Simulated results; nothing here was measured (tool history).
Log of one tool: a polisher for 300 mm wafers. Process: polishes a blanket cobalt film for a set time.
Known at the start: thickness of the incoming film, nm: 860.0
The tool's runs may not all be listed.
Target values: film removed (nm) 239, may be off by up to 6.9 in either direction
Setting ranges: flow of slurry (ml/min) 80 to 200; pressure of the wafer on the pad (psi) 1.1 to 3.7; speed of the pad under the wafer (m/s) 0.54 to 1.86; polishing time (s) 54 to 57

| run | day | flow of slurry (ml/min) | pressure of the wafer on the pad (psi) | speed of the pad under the wafer (m/s) | polishing time (s) | film removed (nm) |
|---|---|---|---|---|---|---|
| 1 | 0 | 130 | 2.4 | 1.18 | 54 | 381.08 |
| 2 | 0.275 | 125 | 2.2 | 1.18 | 54 | 346.86 |
| 3 | 0.604 | 125 | 2.2 | 1.18 | 57 | 360.63 |
| 4 | 0.85 | 120 | 2 | 1.18 | 57 | 327.7 |
| 5 | 1.083 | 120 | 2 | 1.18 | 54 | 314.05 |
| 6 | 1.329 | 115 | 1.9 | 1.18 | 54 | 295.54 |
| 7 | 1.567 | 110 | 1.8 | 1.18 | 54 | 272.7 |
| 8 | 1.629 | 105 | 1.8 | 1.18 | 54 | 273.27 |
| 9 | 1.688 | 95 | 1.4 | 1.18 | 54 | 206.21 |
| 10 | 1.812 | 105 | 1.4 | 1.18 | 54 | 212.25 |
| 11 | 2.104 | 115 | 1.4 | 1.18 | 54 | 217.42 |
|  | 2.362 | head pressure recalibrated |
| 12 | 2.362 | 120 | 1.4 | 1.18 | 54 | 195.28 |
| 13 | 2.588 | 110 | 1.4 | 1.18 | 54 | 194.19 |
| 14 | 2.883 | 105 | 1.5 | 1.18 | 54 | 205.68 |
| 15 | 3.017 | 115 | 1.5 | 1.18 | 54 | 211.49 |

Below are 5 possible settings for the next run. Only one of them brings all results inside the allowed miss of their targets. Which is it?
| A | 3.15 | 135 | 1.7 | 0.92 | 54 | ? |
| B | 3.15 | 100 | 2 | 1.02 | 54 | ? |
| C | 3.15 | 100 | 1.6 | 1.16 | 57 | ? |
| D | 3.15 | 125 | 1.8 | 0.98 | 54 | ? |
| E | 3.15 | 90 | 1.6 | 1.18 | 57 | ? |

| move | film removed (nm) |
|---|---|
| A | 204.98 |
| B | 238.59 |
| C | 222.51 |
| D | 222.19 |
| E | 218.02 |
A: misses by more than the last run did
B: every result within its allowed miss
C: moves toward the targets from the last run without getting all of them in spec
D: moves toward the targets from the last run without getting all of them in spec
E: moves toward the targets from the last run without getting all of them in spec
So the answer is move B, the one that meets all the targets.

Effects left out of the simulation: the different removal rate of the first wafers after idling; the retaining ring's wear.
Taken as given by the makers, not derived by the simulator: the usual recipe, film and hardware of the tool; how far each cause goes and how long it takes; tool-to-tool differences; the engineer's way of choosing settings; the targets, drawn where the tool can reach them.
